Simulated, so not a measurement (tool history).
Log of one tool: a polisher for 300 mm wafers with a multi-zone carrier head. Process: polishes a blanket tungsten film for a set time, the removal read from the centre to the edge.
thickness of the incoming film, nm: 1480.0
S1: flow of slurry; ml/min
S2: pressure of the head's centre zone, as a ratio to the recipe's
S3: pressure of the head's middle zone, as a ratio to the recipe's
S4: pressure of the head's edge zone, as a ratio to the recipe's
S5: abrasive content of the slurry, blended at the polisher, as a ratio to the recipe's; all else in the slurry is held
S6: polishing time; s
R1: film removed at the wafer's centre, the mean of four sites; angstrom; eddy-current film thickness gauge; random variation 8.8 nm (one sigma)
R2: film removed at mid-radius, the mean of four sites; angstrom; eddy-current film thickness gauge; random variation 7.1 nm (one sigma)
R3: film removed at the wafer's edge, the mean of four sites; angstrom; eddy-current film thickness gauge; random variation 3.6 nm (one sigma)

{"run": 1, "hour": 0.0, "S1": 120, "S2": 1, "S3": 1, "S4": 1, "S5": 1, "S6": 74, "R1": 3825.9, "R2": 3794.5, "R3": 3786.1}
{"run": 2, "hour": 2.9, "S1": 125, "S2": 1.01, "S3": 0.99, "S4": 1.02, "S5": 1.05, "S6": 75, "R1": 3894.7, "R2": 3869.7, "R3": 3940.7}
{"run": 3, "hour": 6.0, "S1": 125, "S2": 1.01, "S3": 0.99, "S4": 1.02, "S5": 1.05, "S6": 63, "R1": 3246.9, "R2": 3286, "R3": 3267.5}
{"run": 4, "hour": 14.8, "S1": 125, "S2": 1.01, "S3": 0.99, "S4": 1.02, "S5": 1, "S6": 63, "R1": 3275.9, "R2": 3163.6, "R3": 3279.8}
{"run": 5, "hour": 15.6, "S1": 125, "S2": 1.01, "S3": 0.99, "S4": 1.02, "S5": 1.1, "S6": 63, "R1": 3340.9, "R2": 3259, "R3": 3327.3}
{"run": 6, "hour": 23.7, "S1": 125, "S2": 1.01, "S3": 0.99, "S4": 1.02, "S5": 1.25, "S6": 63, "R1": 3318.8, "R2": 3354.8, "R3": 3374.5}

The next listed run, before its measurement:
{"run": 7, "hour": 29.7, "S1": 130, "S2": 1.03, "S3": 0.98, "S4": 1.03, "S5": 1.25, "S6": 66, "R1": "?", "R2": "?", "R3": "?"}

Run 7 gave R1 3574.7 angstrom, R2 3449.6 angstrom, R3 3578.3 angstrom.

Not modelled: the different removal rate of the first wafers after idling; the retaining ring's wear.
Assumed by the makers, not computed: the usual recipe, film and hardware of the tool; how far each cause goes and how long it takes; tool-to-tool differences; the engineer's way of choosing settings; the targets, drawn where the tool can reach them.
